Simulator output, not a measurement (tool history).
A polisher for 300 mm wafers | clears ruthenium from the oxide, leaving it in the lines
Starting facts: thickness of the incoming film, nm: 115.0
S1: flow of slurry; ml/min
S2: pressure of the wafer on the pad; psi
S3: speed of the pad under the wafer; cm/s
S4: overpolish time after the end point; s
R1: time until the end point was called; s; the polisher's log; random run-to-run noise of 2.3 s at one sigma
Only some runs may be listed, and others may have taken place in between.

Run 1, day 0.000: S1 135 ml/min, S2 1.8 psi, S3 106 cm/s, S4 11 s. Result: R1 120.71 s.
Run 2, day 0.029: S1 135 ml/min, S2 2.2 psi, S3 106 cm/s, S4 11 s. Result: R1 107.46 s.
Run 3, day 0.267: S1 105 ml/min, S2 2.2 psi, S3 106 cm/s, S4 11 s. Result: R1 113.56 s.
Run 4, day 0.596: S1 105 ml/min, S2 2.1 psi, S3 104 cm/s, S4 11 s. Result: R1 118.70 s.
Run 5, day 0.754: S1 135 ml/min, S2 2.1 psi, S3 104 cm/s, S4 11 s. Result: R1 110.87 s.
Run 6, day 0.938: S1 130 ml/min, S2 2.0 psi, S3 102 cm/s, S4 11 s. Result: R1 118.42 s.
Run 7, day 1.288: S1 125 ml/min, S2 1.9 psi, S3 102 cm/s, S4 11 s. Result: R1 123.76 s.

What will run 8 give?
Run 8, day 1.538: S1 125 ml/min, S2 1.8 psi, S3 102 cm/s, S4 11 s. Result: R1 ?.

{"run 8": {"R1": 128.66}}

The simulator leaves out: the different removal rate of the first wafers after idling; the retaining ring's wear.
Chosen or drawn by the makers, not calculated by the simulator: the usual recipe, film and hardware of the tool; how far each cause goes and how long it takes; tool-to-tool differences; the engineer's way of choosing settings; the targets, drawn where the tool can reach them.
